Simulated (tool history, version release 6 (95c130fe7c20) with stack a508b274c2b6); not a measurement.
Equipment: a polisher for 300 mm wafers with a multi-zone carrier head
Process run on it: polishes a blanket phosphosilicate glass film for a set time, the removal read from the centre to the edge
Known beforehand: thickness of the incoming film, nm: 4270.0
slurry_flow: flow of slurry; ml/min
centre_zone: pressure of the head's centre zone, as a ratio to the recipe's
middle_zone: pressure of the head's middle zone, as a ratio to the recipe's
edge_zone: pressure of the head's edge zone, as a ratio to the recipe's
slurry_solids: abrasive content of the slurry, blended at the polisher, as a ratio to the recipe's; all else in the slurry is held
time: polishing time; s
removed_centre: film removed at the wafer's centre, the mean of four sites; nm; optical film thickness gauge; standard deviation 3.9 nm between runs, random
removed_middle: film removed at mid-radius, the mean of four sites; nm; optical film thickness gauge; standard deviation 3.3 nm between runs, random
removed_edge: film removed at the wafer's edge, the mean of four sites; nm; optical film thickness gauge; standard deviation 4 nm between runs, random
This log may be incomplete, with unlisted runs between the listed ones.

run	hour	slurry_flow	centre_zone	middle_zone	edge_zone	slurry_solids	time	removed_centre	removed_middle	removed_edge
1	0.0	300	1.00	1.00	1.00	1.00	87	766.97	767.20	749.80
2	8.9	300	1.00	1.00	1.00	1.00	98	868.71	864.88	841.52
3	10.6	300	1.00	0.99	0.98	0.95	95	816.87	819.32	804.44
4	14.9	300	1.01	0.99	0.97	0.90	91	781.88	774.90	753.35
5	20.8	300	1.01	0.99	0.97	0.90	108	944.33	905.78	879.61
6	27.7	300	1.01	1.07	0.97	0.90	108	927.31	973.53	889.02
7	35.2	300	1.01	1.06	0.96	0.85	103	875.12	907.22	822.58
8	37.1	300	1.01	1.05	0.95	0.80	99	821.99	849.67	772.64
9	43.3	295	1.02	0.95	0.85	0.55	75	575.50	544.42	511.77
10	49.3	295	1.02	0.95	0.85	0.55	74	563.67	531.30	510.45
11	52.8	270	1.01	0.96	0.81	0.50	65	468.70	459.06	422.19
12	55.4	275	1.01	0.96	0.81	0.50	65	473.87	465.45	430.62
13	62.5	280	1.01	0.96	0.81	0.50	65	474.57	457.29	432.50
14	66.7	285	1.01	0.96	0.81	0.50	65	486.05	461.49	427.84

Predict the results of run 15:
15	67.6	285	1.01	0.96	0.82	0.50	65	?	?	?

removed_centre: 482.84 nm
removed_middle: 453.65 nm
removed_edge: 430.10 nm
